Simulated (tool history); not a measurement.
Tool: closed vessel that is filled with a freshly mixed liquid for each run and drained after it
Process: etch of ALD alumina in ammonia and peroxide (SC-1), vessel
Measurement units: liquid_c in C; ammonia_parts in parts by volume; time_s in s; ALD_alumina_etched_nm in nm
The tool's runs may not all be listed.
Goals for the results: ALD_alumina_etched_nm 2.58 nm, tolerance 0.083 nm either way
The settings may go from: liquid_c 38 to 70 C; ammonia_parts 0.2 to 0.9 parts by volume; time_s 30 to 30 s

run,hour,liquid_c,ammonia_parts,time_s,ALD_alumina_etched_nm
1,0,54,0.5,30,2.0583
2,5.6,54.5,0.5,30,2.0617
3,14.8,54.5,0.5,30,2.0739
4,16,51,0.5,30,1.7384
5,20.4,51,0.5,30,1.7257
6,25.3,52.5,0.5,30,1.8616
7,32.7,53.5,0.5,30,1.9877
8,34,54.5,0.5,30,2.0961
9,36.9,55,0.5,30,2.1176
10,44.6,55.5,0.5,30,2.2183
11,45.5,56,0.5,30,2.2351
12,49.1,56,0.5,30,2.243
13,50.6,56.5,0.5,30,2.3605

Consider the 4 candidate settings below. Which is the only one whose results all fall within their allowed miss of target?
A,52.1,57.5,0.4,30,?
B,52.1,60.5,0.4,30,?
C,52.1,56,0.65,30,?
D,52.1,58,0.6,30,?

move,ALD_alumina_etched_nm
A,2.4103
B,2.8147
C,2.3326
D,2.5707
A: nearer than the last run, and not there yet
B: the result that was furthest off in the last run now lies on the other side of its target
C: further off than the last run
D: all results land within tolerance of their targets
Answer: D
